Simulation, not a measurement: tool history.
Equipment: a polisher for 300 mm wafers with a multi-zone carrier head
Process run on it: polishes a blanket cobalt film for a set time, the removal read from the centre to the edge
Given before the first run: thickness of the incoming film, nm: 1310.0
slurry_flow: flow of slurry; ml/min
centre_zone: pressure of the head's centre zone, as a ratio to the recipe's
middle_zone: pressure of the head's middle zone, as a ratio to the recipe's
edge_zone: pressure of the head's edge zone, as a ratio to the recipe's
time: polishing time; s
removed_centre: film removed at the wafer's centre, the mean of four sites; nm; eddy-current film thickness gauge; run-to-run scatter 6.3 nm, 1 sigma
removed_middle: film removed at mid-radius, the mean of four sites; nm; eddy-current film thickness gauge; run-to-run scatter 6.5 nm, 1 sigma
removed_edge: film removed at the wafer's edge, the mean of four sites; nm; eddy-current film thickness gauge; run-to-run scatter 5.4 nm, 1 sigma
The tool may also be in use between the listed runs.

{"run": 1, "hour": 0.0, "slurry_flow": 265, "centre_zone": 1.0, "middle_zone": 1.0, "edge_zone": 1.0, "time": 51, "removed_centre": 340.55, "removed_middle": 359.26, "removed_edge": 354.01}
{"run": 2, "hour": 8.3, "slurry_flow": 265, "centre_zone": 1.0, "middle_zone": 1.0, "edge_zone": 1.0, "time": 62, "removed_centre": 405.21, "removed_middle": 439.65, "removed_edge": 432.72}
{"run": 3, "hour": 12.1, "slurry_flow": 265, "centre_zone": 0.99, "middle_zone": 0.99, "edge_zone": 1.04, "time": 64, "removed_centre": 427.7, "removed_middle": 445.63, "removed_edge": 464.63}
{"run": 4, "hour": 20.7, "slurry_flow": 265, "centre_zone": 0.99, "middle_zone": 0.99, "edge_zone": 1.04, "time": 70, "removed_centre": 469.67, "removed_middle": 474.42, "removed_edge": 505.05}
{"run": 5, "hour": 24.1, "slurry_flow": 265, "centre_zone": 0.99, "middle_zone": 1.06, "edge_zone": 1.04, "time": 70, "removed_centre": 461.47, "removed_middle": 509.18, "removed_edge": 492.52}
{"run": 6, "hour": 32.0, "slurry_flow": 265, "centre_zone": 0.99, "middle_zone": 1.11, "edge_zone": 1.04, "time": 70, "removed_centre": 472.4, "removed_middle": 533.54, "removed_edge": 501.85}
{"run": 7, "hour": 37.9, "slurry_flow": 260, "centre_zone": 0.96, "middle_zone": 1.09, "edge_zone": 1.06, "time": 70, "removed_centre": 454.66, "removed_middle": 523.78, "removed_edge": 505.89}
{"run": 8, "hour": 44.9, "slurry_flow": 260, "centre_zone": 0.96, "middle_zone": 1.09, "edge_zone": 1.06, "time": 70, "removed_centre": 446.11, "removed_middle": 518.26, "removed_edge": 505.21}

Estimate the outcome of run 9 from the log above:
{"run": 9, "hour": 47.3, "slurry_flow": 255, "centre_zone": 0.95, "middle_zone": 1.07, "edge_zone": 1.08, "time": 70, "removed_centre": "?", "removed_middle": "?", "removed_edge": "?"}

Run 9 produced removed_centre 446.43 nm, removed_middle 522.82 nm, removed_edge 517.73 nm.

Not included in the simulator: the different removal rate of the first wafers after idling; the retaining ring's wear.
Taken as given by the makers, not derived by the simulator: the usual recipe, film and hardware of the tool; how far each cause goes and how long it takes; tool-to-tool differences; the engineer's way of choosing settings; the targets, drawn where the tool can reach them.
